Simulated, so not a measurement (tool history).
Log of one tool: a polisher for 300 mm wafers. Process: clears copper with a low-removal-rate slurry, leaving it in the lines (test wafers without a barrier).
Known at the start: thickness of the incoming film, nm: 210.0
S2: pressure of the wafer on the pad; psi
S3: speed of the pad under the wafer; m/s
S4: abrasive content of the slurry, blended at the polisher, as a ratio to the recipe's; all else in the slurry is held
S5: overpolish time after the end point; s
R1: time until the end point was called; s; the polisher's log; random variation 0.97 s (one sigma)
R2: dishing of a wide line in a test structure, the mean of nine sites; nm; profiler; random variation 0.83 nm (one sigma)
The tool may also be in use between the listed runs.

{"run": 1, "hour": 0.0, "flow of slurry (ml/min)": 270, "S2": 2.3, "S3": 1.16, "S4": 1, "S5": 25, "R1": 71.332, "R2": 51.878}
{"run": 2, "hour": 1.4, "flow of slurry (ml/min)": 270, "S2": 2.3, "S3": 1.16, "S4": 0.9, "S5": 25, "R1": 73.635, "R2": 50.877}
{"run": 3, "hour": 4.2, "flow of slurry (ml/min)": 270, "S2": 2.3, "S3": 1.16, "S4": 0.9, "S5": 21, "R1": 72.13, "R2": 43.403}
{"run": 4, "hour": 11.0, "flow of slurry (ml/min)": 270, "S2": 1.9, "S3": 1.16, "S4": 0.9, "S5": 21, "R1": 85.477, "R2": 37.603}
{"run": 5, "hour": 19.0, "flow of slurry (ml/min)": 270, "S2": 1.9, "S3": 1.16, "S4": 0.7, "S5": 21, "R1": 93.059, "R2": 36.958}
{"run": 6, "hour": 23.7, "flow of slurry (ml/min)": 270, "S2": 1.9, "S3": 1.16, "S4": 0.8, "S5": 21, "R1": 89.265, "R2": 37.249}
{"hour": 29.4, "done": "head pressure recalibrated"}
{"run": 7, "hour": 29.4, "flow of slurry (ml/min)": 270, "S2": 2, "S3": 1.16, "S4": 0.8, "S5": 19, "R1": 92.664, "R2": 34.577}

Forecast run 8:
{"run": 8, "hour": 35.8, "flow of slurry (ml/min)": 270, "S2": 2.2, "S3": 1.18, "S4": 0.8, "S5": 17, "R1": "?", "R2": "?"}

R1: 84.051 s
R2: 33.973 nm
